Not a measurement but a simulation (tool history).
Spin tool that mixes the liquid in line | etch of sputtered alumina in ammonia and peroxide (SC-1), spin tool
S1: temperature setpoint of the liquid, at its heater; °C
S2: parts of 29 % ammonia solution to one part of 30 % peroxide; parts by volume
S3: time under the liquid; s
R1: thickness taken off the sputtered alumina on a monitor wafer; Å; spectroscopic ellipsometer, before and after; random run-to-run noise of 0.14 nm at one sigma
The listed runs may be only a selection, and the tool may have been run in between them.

| run | hour | S1 | S2 | S3 | R1 |
|---|---|---|---|---|---|
| 1 | 0.0 | 59.0 | 0.40 | 240 | 152.66 |
| 2 | 1.0 | 59.5 | 0.40 | 240 | 157.28 |
| 3 | 2.8 | 59.5 | 0.50 | 240 | 161.92 |
| 4 | 4.8 | 60.0 | 0.50 | 240 | 166.20 |
| 5 | 13.8 | 60.0 | 0.45 | 240 | 162.48 |
| 6 | 17.8 | 60.5 | 0.45 | 240 | 167.27 |

Run 7, settings as shown, results not yet in. Your forecast:
| 7 | 26.3 | 61.0 | 0.45 | 240 | ? |

R1: 171.23 Å
